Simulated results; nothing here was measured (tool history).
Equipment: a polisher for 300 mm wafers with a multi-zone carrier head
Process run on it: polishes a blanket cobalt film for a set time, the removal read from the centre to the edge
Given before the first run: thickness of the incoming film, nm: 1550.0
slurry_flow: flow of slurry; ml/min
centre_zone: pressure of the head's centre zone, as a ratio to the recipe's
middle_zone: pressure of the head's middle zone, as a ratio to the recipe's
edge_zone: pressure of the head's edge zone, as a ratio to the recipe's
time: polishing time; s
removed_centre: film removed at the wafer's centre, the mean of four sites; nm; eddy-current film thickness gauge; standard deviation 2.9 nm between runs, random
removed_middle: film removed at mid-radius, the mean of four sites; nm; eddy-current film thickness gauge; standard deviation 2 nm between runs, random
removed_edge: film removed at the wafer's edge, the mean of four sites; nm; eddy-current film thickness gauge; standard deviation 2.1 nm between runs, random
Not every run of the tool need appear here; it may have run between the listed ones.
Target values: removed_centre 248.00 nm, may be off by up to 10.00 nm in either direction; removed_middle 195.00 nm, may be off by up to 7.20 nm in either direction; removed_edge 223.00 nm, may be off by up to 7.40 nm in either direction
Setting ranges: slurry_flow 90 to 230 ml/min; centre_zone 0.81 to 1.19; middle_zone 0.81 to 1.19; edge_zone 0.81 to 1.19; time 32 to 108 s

run 1 hour=0.0 | slurry_flow=150 centre_zone=1.00 middle_zone=1.00 edge_zone=1.00 time=70 | removed_centre=295.52 removed_middle=282.83 removed_edge=293.06
run 2 hour=7.2 | slurry_flow=145 centre_zone=1.01 middle_zone=0.98 edge_zone=0.98 time=68 | removed_centre=285.35 removed_middle=266.51 removed_edge=279.54
run 3 hour=14.3 | slurry_flow=175 centre_zone=1.01 middle_zone=0.98 edge_zone=0.98 time=68 | removed_centre=294.72 removed_middle=285.53 removed_edge=292.19
run 4 hour=21.2 | slurry_flow=175 centre_zone=1.01 middle_zone=0.98 edge_zone=0.98 time=81 | removed_centre=352.19 removed_middle=338.22 removed_edge=340.87
run 5 hour=23.8 | slurry_flow=165 centre_zone=1.02 middle_zone=0.96 edge_zone=0.96 time=78 | removed_centre=341.16 removed_middle=315.17 removed_edge=326.08
run 6 hour=27.2 | slurry_flow=155 centre_zone=1.03 middle_zone=0.95 edge_zone=0.95 time=75 | removed_centre=327.48 removed_middle=299.69 removed_edge=306.50
run 7 hour=34.8 | slurry_flow=145 centre_zone=1.04 middle_zone=0.93 edge_zone=0.95 time=72 | removed_centre=309.89 removed_middle=276.68 removed_edge=292.25
run 8 hour=37.7 | slurry_flow=140 centre_zone=1.05 middle_zone=0.91 edge_zone=0.94 time=70 | removed_centre=301.50 removed_middle=262.35 removed_edge=282.58
run 9 hour=46.6 | slurry_flow=115 centre_zone=1.08 middle_zone=0.81 edge_zone=0.85 time=54 | removed_centre=224.10 removed_middle=178.20 removed_edge=201.45
run 10 hour=51.4 | slurry_flow=120 centre_zone=1.08 middle_zone=0.81 edge_zone=0.86 time=54 | removed_centre=232.80 removed_middle=178.97 removed_edge=208.39
run 11 hour=60.0 | slurry_flow=120 centre_zone=1.08 middle_zone=0.81 edge_zone=0.86 time=54 | removed_centre=227.96 removed_middle=178.39 removed_edge=199.51
run 12 hour=64.7 | slurry_flow=125 centre_zone=1.08 middle_zone=0.82 edge_zone=0.88 time=54 | removed_centre=230.86 removed_middle=180.40 removed_edge=207.87
run 13 hour=72.4 | slurry_flow=130 centre_zone=1.08 middle_zone=0.83 edge_zone=0.89 time=54 | removed_centre=240.69 removed_middle=185.53 removed_edge=205.14

4 next moves are on the table. One of them brings every result within its allowed miss. Which?
run A hour=80.1 | slurry_flow=135 centre_zone=0.98 middle_zone=0.90 edge_zone=0.87 time=57 | removed_centre=? removed_middle=? removed_edge=?
run B hour=80.1 | slurry_flow=90 centre_zone=0.96 middle_zone=0.81 edge_zone=0.95 time=66 | removed_centre=? removed_middle=? removed_edge=?
run C hour=80.1 | slurry_flow=95 centre_zone=0.92 middle_zone=0.87 edge_zone=0.90 time=67 | removed_centre=? removed_middle=? removed_edge=?
run D hour=80.1 | slurry_flow=100 centre_zone=1.11 middle_zone=0.85 edge_zone=0.90 time=61 | removed_centre=? removed_middle=? removed_edge=?

move=A removed_centre=226.58 removed_middle=213.53 removed_edge=219.22
move=B removed_centre=222.88 removed_middle=200.57 removed_edge=243.54
move=C removed_centre=222.00 removed_middle=220.33 removed_edge=244.10
move=D removed_centre=249.29 removed_middle=200.14 removed_edge=224.95
A: brings the last run's worst result on target, with another outside its allowed miss
B: the result that was furthest off in the last run now lies on the other side of its target
C: the result that was furthest off in the last run now lies on the other side of its target
D: each result inside its tolerance
Move D is the one to make.

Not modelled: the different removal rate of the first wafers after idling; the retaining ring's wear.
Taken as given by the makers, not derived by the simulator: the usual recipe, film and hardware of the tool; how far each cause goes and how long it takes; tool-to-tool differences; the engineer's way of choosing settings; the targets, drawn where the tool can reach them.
